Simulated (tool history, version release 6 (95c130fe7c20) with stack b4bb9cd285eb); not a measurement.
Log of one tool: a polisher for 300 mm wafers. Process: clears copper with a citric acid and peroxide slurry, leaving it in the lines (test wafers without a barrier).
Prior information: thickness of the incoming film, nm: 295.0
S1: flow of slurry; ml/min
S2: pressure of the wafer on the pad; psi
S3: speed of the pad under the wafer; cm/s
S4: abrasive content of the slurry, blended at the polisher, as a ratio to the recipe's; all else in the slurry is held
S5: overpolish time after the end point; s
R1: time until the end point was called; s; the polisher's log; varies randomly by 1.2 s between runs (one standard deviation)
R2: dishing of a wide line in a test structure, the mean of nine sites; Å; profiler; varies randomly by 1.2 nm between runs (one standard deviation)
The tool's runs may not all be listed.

run	hour	S1	S2	S3	S4	S5	R1	R2
1	0	275	3.4	88	1	26	121.87	357.76
2	1	275	3.9	90	1	28	105.14	422.57
3	8.2	275	3.9	90	1	32	104.64	458.04
4	10.7	275	4.3	92	1	32	91.984	496.82
5	19.6	275	4.5	92	1	32	88.873	497.83
6	27.5	320	4.5	92	1	32	88.165	509.5
7	30	320	4.7	92	1	33	81.15	522.37
8	38.2	320	4.7	92	1	33	82.422	515.34
9	40.1	320	4.7	92	1	33	82.205	514.6
10	46.3	320	4.8	92	1	34	81.563	544.41

Estimate the outcome of run 11 from the log above:
11	52.5	320	4.9	92	1	34	?	?

Logged for run 11: R1 79.869 s, R2 546.26 Å.

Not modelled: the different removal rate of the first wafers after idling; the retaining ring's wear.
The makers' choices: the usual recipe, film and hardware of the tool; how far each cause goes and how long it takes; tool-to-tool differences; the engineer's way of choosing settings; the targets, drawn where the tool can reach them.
